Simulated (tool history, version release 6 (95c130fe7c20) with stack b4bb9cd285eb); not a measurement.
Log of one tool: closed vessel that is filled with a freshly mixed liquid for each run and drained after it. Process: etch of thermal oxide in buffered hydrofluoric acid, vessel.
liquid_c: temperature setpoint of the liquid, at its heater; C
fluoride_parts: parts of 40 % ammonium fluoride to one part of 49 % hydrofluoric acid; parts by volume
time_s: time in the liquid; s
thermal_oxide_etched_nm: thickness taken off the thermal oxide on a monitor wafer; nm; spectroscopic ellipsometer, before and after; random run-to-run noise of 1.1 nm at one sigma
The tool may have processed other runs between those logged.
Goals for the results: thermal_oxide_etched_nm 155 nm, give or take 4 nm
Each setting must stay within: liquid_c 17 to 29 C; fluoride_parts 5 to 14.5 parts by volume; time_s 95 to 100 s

run	hour	liquid_c	fluoride_parts	time_s	thermal_oxide_etched_nm
1	0	21	9	95	89.39
2	3.3	23.5	8.5	95	109.92
3	7.7	25.5	8.5	95	123.19
4	11.9	26.5	8.5	95	128.8
5	14.2	26.5	8.5	100	135.46
6	17.4	26.5	8.5	100	136.36
7	21.8	27.5	8.5	100	144.25
8	27	28	8.5	100	150.35

4 candidate next runs follow, results not yet known. Just one meets every target within its allowed miss. Identify it.
A	32.2	28	9	100	?
B	32.2	27	8.5	100	?
C	32.2	27.5	7.5	95	?
D	32.2	29	9	95	?

move	thermal_oxide_etched_nm
A	139.44
B	140.57
C	157.1
D	139.76
A: its largest miss is bigger than the last run's
B: its largest miss is bigger than the last run's
C: every result within its allowed miss
D: its largest miss is bigger than the last run's
Answer: C
